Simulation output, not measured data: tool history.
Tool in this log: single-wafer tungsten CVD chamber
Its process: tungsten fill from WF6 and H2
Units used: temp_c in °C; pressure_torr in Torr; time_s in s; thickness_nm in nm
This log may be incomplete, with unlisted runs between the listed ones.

run,hour,temp_c,pressure_torr,time_s,thickness_nm
1,0.0,380,55.0,11.3,28.719
2,6.0,374,54.4,11.3,24.799
3,8.2,374,59.7,11.3,25.630
4,15.5,374,59.7,10.7,24.274
5,18.2,374,67.2,10.7,25.405
6,22.2,374,67.2,11.3,26.793
7,28.4,369,66.7,11.3,23.691
8,32.5,366,66.4,11.3,21.923
9,37.6,364,66.2,11.3,20.927

Estimate the outcome of run 10 from the log above:
10,45.4,358,65.6,11.3,?

Logged for run 10: thickness_nm 17.914 nm.
